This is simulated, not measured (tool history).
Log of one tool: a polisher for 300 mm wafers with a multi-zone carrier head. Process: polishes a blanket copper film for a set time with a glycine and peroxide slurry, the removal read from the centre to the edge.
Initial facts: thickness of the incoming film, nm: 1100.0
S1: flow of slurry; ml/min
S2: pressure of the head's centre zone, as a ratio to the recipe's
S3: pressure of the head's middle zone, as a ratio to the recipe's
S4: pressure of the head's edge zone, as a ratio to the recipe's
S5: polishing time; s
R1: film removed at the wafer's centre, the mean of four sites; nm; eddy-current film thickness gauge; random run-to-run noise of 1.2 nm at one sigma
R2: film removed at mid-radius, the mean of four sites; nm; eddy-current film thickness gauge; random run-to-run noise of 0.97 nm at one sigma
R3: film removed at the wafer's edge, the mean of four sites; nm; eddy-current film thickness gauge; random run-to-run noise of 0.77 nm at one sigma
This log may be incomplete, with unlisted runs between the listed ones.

Run 1, hour 0: S1 250 ml/min, S2 1, S3 1, S4 1, S5 39 s. Result: R1 167.01 nm, R2 175.37 nm, R3 176.84 nm.
Run 2, hour 2.6: S1 245 ml/min, S2 0.98, S3 1.01, S4 0.95, S5 34 s. Result: R1 148.55 nm, R2 153.11 nm, R3 149.82 nm.
Run 3, hour 3.8: S1 235 ml/min, S2 0.93, S3 1.02, S4 0.92, S5 31 s. Result: R1 128.06 nm, R2 140.72 nm, R3 133.62 nm.
Run 4, hour 6.7: S1 235 ml/min, S2 0.93, S3 1.02, S4 0.92, S5 38 s. Result: R1 157.36 nm, R2 173.94 nm, R3 161.5 nm.
Run 5, hour 8.4: S1 225 ml/min, S2 0.9, S3 1.01, S4 0.89, S5 34 s. Result: R1 133.53 nm, R2 151.51 nm, R3 144.49 nm.
Run 6, hour 13.3: S1 230 ml/min, S2 0.9, S3 1.02, S4 0.88, S5 30 s. Result: R1 120.47 nm, R2 134.11 nm, R3 126.49 nm.

The next listed run, before its measurement:
Run 7, hour 19.6: S1 230 ml/min, S2 0.89, S3 1.03, S4 0.86, S5 28 s. Result: R1 ?, R2 ?, R3 ?.

Run 7 produced R1 111.77 nm, R2 126.93 nm, R3 115.1 nm.
